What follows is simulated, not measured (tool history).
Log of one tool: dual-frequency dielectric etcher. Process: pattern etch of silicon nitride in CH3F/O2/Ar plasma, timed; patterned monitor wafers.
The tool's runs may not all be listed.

run,hour,source power (W),bias power (W),etch time (s),mean etch depth across the wafer (Å)
1,0,460,75,42,310.15
2,3,460,68,42,299.01
3,4.6,410,68,42,284.29
4,5.5,350,68,42,264.84
5,7,350,68,44,277.54
6,14,350,75,44,290.23
7,17.4,390,76,44,303.72
8,20.1,420,77,44,316.87

Forecast run 9:
9,22.1,440,78,44,?

{"run 9": {"mean etch depth across the wafer (Å)": 326.03}}

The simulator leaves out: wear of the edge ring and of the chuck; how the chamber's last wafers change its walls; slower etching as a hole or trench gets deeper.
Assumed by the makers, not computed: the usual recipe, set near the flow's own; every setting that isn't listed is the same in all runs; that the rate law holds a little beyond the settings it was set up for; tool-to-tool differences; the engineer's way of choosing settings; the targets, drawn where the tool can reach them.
